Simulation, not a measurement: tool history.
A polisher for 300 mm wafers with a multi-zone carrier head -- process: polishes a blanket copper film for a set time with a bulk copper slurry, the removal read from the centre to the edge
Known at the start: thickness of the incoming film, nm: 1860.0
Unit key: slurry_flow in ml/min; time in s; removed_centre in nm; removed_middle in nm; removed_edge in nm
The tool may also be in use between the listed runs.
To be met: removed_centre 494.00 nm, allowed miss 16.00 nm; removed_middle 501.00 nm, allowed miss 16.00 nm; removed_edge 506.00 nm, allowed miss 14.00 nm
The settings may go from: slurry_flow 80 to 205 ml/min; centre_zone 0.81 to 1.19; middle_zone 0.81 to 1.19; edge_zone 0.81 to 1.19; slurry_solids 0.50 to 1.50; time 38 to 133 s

{"run": 1, "day": 0.0, "slurry_flow": 135, "centre_zone": 1.0, "middle_zone": 1.0, "edge_zone": 1.0, "slurry_solids": 1.0, "time": 85, "removed_centre": 609.89, "removed_middle": 617.97, "removed_edge": 620.44}
{"run": 2, "day": 0.029, "slurry_flow": 135, "centre_zone": 1.0, "middle_zone": 1.05, "edge_zone": 1.0, "slurry_solids": 1.0, "time": 85, "removed_centre": 618.24, "removed_middle": 641.21, "removed_edge": 615.25}
{"run": 3, "day": 0.1, "slurry_flow": 130, "centre_zone": 1.0, "middle_zone": 1.03, "edge_zone": 0.98, "slurry_solids": 0.95, "time": 85, "removed_centre": 603.08, "removed_middle": 607.59, "removed_edge": 612.93}
{"run": 4, "day": 0.167, "slurry_flow": 135, "centre_zone": 1.0, "middle_zone": 1.04, "edge_zone": 0.97, "slurry_solids": 0.9, "time": 83, "removed_centre": 585.71, "removed_middle": 614.45, "removed_edge": 592.77}
{"run": 5, "day": 0.5, "slurry_flow": 130, "centre_zone": 1.0, "middle_zone": 1.03, "edge_zone": 0.96, "slurry_solids": 0.85, "time": 82, "removed_centre": 560.91, "removed_middle": 575.32, "removed_edge": 571.13}
{"run": 6, "day": 0.604, "slurry_flow": 125, "centre_zone": 1.0, "middle_zone": 1.03, "edge_zone": 0.94, "slurry_solids": 0.85, "time": 82, "removed_centre": 564.1, "removed_middle": 586.36, "removed_edge": 560.12}
{"run": 7, "day": 0.808, "slurry_flow": 120, "centre_zone": 1.0, "middle_zone": 1.02, "edge_zone": 0.93, "slurry_solids": 0.85, "time": 82, "removed_centre": 562.57, "removed_middle": 583.3, "removed_edge": 549.79}
{"run": 8, "day": 1.05, "slurry_flow": 85, "centre_zone": 0.93, "middle_zone": 0.92, "edge_zone": 0.91, "slurry_solids": 0.7, "time": 81, "removed_centre": 470.8, "removed_middle": 473.34, "removed_edge": 505.21}
{"run": 9, "day": 1.171, "slurry_flow": 90, "centre_zone": 0.93, "middle_zone": 0.92, "edge_zone": 0.91, "slurry_solids": 0.7, "time": 81, "removed_centre": 467.76, "removed_middle": 477.26, "removed_edge": 511.85}
{"run": 10, "day": 1.4, "slurry_flow": 90, "centre_zone": 0.94, "middle_zone": 0.92, "edge_zone": 0.91, "slurry_solids": 0.7, "time": 81, "removed_centre": 481.86, "removed_middle": 480.48, "removed_edge": 506.48}

Next run, 4 choices. One meets every target within its allowed miss, the rest don't. Which?
{"run": "A", "day": 1.629, "slurry_flow": 110, "centre_zone": 1.02, "middle_zone": 0.96, "edge_zone": 0.88, "slurry_solids": 0.75, "time": 73, "removed_centre": "?", "removed_middle": "?", "removed_edge": "?"}
{"run": "B", "day": 1.629, "slurry_flow": 90, "centre_zone": 0.92, "middle_zone": 0.93, "edge_zone": 0.94, "slurry_solids": 0.75, "time": 78, "removed_centre": "?", "removed_middle": "?", "removed_edge": "?"}
{"run": "C", "day": 1.629, "slurry_flow": 85, "centre_zone": 0.96, "middle_zone": 0.95, "edge_zone": 0.86, "slurry_solids": 0.75, "time": 82, "removed_centre": "?", "removed_middle": "?", "removed_edge": "?"}
{"run": "D", "day": 1.629, "slurry_flow": 80, "centre_zone": 1.01, "middle_zone": 0.86, "edge_zone": 0.96, "slurry_solids": 0.65, "time": 82, "removed_centre": "?", "removed_middle": "?", "removed_edge": "?"}

move=A removed_centre=490.90 removed_middle=473.04 removed_edge=469.37
move=B removed_centre=458.70 removed_middle=479.68 removed_edge=507.90
move=C removed_centre=499.15 removed_middle=509.46 removed_edge=509.86
move=D removed_centre=506.20 removed_middle=452.57 removed_edge=519.67
A: lands further from the targets than the last run did
B: lands further from the targets than the last run did
C: all results land within tolerance of their targets
D: lands further from the targets than the last run did
The right move is C.

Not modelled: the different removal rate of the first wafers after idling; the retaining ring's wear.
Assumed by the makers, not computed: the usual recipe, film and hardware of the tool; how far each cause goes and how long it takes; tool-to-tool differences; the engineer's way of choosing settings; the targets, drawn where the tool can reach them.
